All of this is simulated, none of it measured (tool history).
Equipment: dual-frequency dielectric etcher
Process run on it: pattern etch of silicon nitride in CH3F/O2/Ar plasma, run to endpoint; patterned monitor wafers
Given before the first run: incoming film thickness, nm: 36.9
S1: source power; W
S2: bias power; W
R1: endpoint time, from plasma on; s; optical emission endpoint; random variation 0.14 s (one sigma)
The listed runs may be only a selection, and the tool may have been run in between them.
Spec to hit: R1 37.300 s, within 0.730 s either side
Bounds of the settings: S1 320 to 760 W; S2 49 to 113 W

{"run": 1, "hour": 0.0, "S1": 540, "S2": 81, "R1": 44.286}
{"run": 2, "hour": 9.0, "S1": 610, "S2": 84, "R1": 41.805}
{"run": 3, "hour": 15.0, "S1": 650, "S2": 86, "R1": 40.596}
{"run": 4, "hour": 19.6, "S1": 650, "S2": 74, "R1": 44.034}
{"run": 5, "hour": 22.3, "S1": 650, "S2": 67, "R1": 46.655}
{"run": 6, "hour": 26.1, "S1": 650, "S2": 55, "R1": 52.314}
{"run": 7, "hour": 32.3, "S1": 690, "S2": 66, "R1": 46.545}
{"run": 8, "hour": 32.9, "S1": 710, "S2": 74, "R1": 42.725}
{"run": 9, "hour": 39.7, "S1": 730, "S2": 78, "R1": 41.558}
{"run": 10, "hour": 43.9, "S1": 740, "S2": 82, "R1": 40.175}
{"run": 11, "hour": 47.4, "S1": 750, "S2": 85, "R1": 39.143}
{"run": 12, "hour": 55.5, "S1": 750, "S2": 87, "R1": 38.935}
{"run": 13, "hour": 62.1, "S1": 760, "S2": 98, "R1": 36.437}

Next run, 5 choices. One meets every target within its allowed miss, the rest don't. Which?
{"run": "A", "hour": 68.7, "S1": 710, "S2": 92, "R1": "?"}
{"run": "B", "hour": 68.7, "S1": 760, "S2": 84, "R1": "?"}
{"run": "C", "hour": 68.7, "S1": 750, "S2": 94, "R1": "?"}
{"run": "D", "hour": 68.7, "S1": 730, "S2": 90, "R1": "?"}
{"run": "E", "hour": 68.7, "S1": 680, "S2": 92, "R1": "?"}

move=A R1=38.402
move=B R1=39.445
move=C R1=37.324
move=D R1=38.513
move=E R1=38.920
A: takes the result that was furthest off past its target
B: takes the result that was furthest off past its target
C: each result inside its tolerance
D: takes the result that was furthest off past its target
E: takes the result that was furthest off past its target
Answer: C

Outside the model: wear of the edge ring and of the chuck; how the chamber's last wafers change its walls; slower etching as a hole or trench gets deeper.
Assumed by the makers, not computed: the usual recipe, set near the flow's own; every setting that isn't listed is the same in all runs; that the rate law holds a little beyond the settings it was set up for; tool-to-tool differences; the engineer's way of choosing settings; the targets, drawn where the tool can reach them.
